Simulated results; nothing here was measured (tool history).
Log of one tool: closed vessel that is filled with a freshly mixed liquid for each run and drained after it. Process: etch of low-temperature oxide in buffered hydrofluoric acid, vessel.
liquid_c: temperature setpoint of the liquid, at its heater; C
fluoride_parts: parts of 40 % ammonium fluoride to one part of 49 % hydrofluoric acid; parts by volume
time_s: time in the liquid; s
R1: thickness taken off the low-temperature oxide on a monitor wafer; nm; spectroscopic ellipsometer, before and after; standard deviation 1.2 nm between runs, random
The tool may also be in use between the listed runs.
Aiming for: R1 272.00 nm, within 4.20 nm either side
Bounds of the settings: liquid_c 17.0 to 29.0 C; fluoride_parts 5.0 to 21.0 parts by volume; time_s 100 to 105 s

{"run": 1, "hour": 0.0, "liquid_c": 21.0, "fluoride_parts": 13.0, "time_s": 100, "R1": 446.83}
{"run": 2, "hour": 6.5, "liquid_c": 21.0, "fluoride_parts": 13.0, "time_s": 100, "R1": 445.57}
{"run": 3, "hour": 13.3, "liquid_c": 20.0, "fluoride_parts": 13.5, "time_s": 100, "R1": 405.79}
{"run": 4, "hour": 16.5, "liquid_c": 20.0, "fluoride_parts": 13.5, "time_s": 105, "R1": 425.39}
{"run": 5, "hour": 19.0, "liquid_c": 20.0, "fluoride_parts": 13.5, "time_s": 105, "R1": 425.2}
{"run": 6, "hour": 25.0, "liquid_c": 20.0, "fluoride_parts": 13.5, "time_s": 105, "R1": 427.55}
{"run": 7, "hour": 27.1, "liquid_c": 19.5, "fluoride_parts": 14.0, "time_s": 105, "R1": 399.64}
{"run": 8, "hour": 32.1, "liquid_c": 19.5, "fluoride_parts": 14.0, "time_s": 105, "R1": 398.5}
{"run": 9, "hour": 37.1, "liquid_c": 19.0, "fluoride_parts": 14.5, "time_s": 105, "R1": 372.62}
{"run": 10, "hour": 44.8, "liquid_c": 18.5, "fluoride_parts": 15.0, "time_s": 105, "R1": 351.4}
{"run": 11, "hour": 52.0, "liquid_c": 18.0, "fluoride_parts": 15.5, "time_s": 105, "R1": 330.78}
{"run": 12, "hour": 59.6, "liquid_c": 18.0, "fluoride_parts": 16.0, "time_s": 105, "R1": 320.29}
{"run": 13, "hour": 65.7, "liquid_c": 18.0, "fluoride_parts": 16.5, "time_s": 105, "R1": 310.61}
{"run": 14, "hour": 67.1, "liquid_c": 17.5, "fluoride_parts": 17.0, "time_s": 105, "R1": 292.46}
{"run": 15, "hour": 70.9, "liquid_c": 17.5, "fluoride_parts": 17.0, "time_s": 105, "R1": 293.03}
{"run": 16, "hour": 75.1, "liquid_c": 17.0, "fluoride_parts": 17.5, "time_s": 105, "R1": 276.89}

Which single option among these 5 for the next run brings every result within its allowed miss of target? Just one does.
{"run": "A", "hour": 79.3, "liquid_c": 17.0, "fluoride_parts": 16.5, "time_s": 100, "R1": "?"}
{"run": "B", "hour": 79.3, "liquid_c": 18.5, "fluoride_parts": 18.5, "time_s": 105, "R1": "?"}
{"run": "C", "hour": 79.3, "liquid_c": 18.0, "fluoride_parts": 18.0, "time_s": 105, "R1": "?"}
{"run": "D", "hour": 79.3, "liquid_c": 17.0, "fluoride_parts": 17.0, "time_s": 105, "R1": "?"}
{"run": "E", "hour": 79.3, "liquid_c": 17.0, "fluoride_parts": 17.0, "time_s": 100, "R1": "?"}

move=A R1=278.32
move=B R1=284.30
move=C R1=283.93
move=D R1=283.76
move=E R1=270.24
A: moves away from the targets compared with the last run
B: moves away from the targets compared with the last run
C: moves away from the targets compared with the last run
D: moves away from the targets compared with the last run
E: all results land within tolerance of their targets
So the answer is move E, the one that meets all the targets.
